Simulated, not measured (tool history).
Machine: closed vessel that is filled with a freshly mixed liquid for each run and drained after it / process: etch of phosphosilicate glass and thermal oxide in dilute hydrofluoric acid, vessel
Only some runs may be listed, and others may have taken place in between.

run	hour	temperature setpoint of the liquid (°C)	parts of water to one part of 49 % hydrofluoric acid (parts by volume)	time in the liquid (s)	thickness taken off the phosphosilicate glass on a monitor wafer (angstrom)	thickness taken off the thermal oxide on a monitor wafer (angstrom)
1	0.0	23.0	260	60	167.68	9.0501
2	7.2	25.5	235	60	210.09	11.0580
3	12.5	27.0	220	60	241.09	12.9330
4	20.6	28.5	210	60	266.20	14.7270
5	23.1	28.5	135	60	459.54	25.3680
6	26.4	25.0	140	60	381.42	20.6310
7	30.6	23.5	140	60	362.70	20.2250
8	36.3	22.5	140	60	349.20	18.4970
9	40.1	21.5	140	60	336.78	17.5460

Estimate the outcome of run 10 from the log above:
10	42.0	21.0	140	60	?	?

Logged for run 10: thickness taken off the phosphosilicate glass on a monitor wafer (angstrom) 327.03, thickness taken off the thermal oxide on a monitor wafer (angstrom) 18.2040.
